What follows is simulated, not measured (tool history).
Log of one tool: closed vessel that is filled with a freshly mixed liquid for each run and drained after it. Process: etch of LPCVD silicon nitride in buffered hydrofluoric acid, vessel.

run,day,temperature setpoint of the liquid (C),parts of 40 % ammonium fluoride to one part of 49 % hydrofluoric acid (parts by volume),time in the liquid (s),thickness taken off the LPCVD silicon nitride on a monitor wafer (angstrom)
1,0,25,13,380,44.65
2,0.025,23,13,380,39.965
3,0.288,23,16.5,380,31.765
4,0.483,24,15.5,380,35.18
5,0.654,25.5,15.5,380,38.241
6,1,25.5,15.5,380,38.457
7,1.046,26.5,15,380,41.877
8,1.271,27,14.5,380,44.45
9,1.583,31,10.5,380,75.976

Forecast run 10:
10,1.729,31.5,10.5,380,?

{"run 10": {"thickness taken off the LPCVD silicon nitride on a monitor wafer (angstrom)": 77.367}}
